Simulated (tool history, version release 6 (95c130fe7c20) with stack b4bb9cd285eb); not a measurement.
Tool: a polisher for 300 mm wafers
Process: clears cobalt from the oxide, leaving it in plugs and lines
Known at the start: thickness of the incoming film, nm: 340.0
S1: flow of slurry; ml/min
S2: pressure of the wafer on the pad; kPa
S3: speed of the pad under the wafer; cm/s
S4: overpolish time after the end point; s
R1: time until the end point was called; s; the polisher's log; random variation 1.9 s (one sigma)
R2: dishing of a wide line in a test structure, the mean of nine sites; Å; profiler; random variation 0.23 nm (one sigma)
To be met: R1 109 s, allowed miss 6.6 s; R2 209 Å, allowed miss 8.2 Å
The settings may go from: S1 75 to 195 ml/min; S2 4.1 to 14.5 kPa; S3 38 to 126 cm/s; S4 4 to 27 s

run  hour   S1    S2  S3  S4      R1      R2
  1     0  125     9  82  14  101.67  312.66
  2     1  125     9  64  14  130.39  256.89
  3   6.5  130     9  64  13  129.51  240.84
  4  14.6  135     9  64  12  130.31  229.34
  5  20.7  135     9  48  12  169.68  184.95
  6  24.2  135   9.7  48  11  155.41  184.71
  7    33  135  10.3  48  11  148.36  191.86
  8  35.6  135    11  48  11  142.43  202.53
  9  41.5  135    11  48  11  140.93     200
 10  42.9  135  11.7  48  11   128.6  212.91
 11  48.5  140  13.1  48  10  118.04  215.82

Which of these 4 next moves meets every target?
  A  54.1  155  12.4  44  11   ?   ?
  B  54.1  165  14.5  46   9   ?   ?
  C  54.1  140  13.1  46   9   ?   ?
  D  54.1  150  13.1  44   9   ?   ?

move      R1      R2
   A  127.86  208.88
   B  104.86   208.2
   C   118.2  189.17
   D  122.01  184.37
A: further off than the last run
B: meets every target
C: further off than the last run
D: further off than the last run
Move B is the one to make.

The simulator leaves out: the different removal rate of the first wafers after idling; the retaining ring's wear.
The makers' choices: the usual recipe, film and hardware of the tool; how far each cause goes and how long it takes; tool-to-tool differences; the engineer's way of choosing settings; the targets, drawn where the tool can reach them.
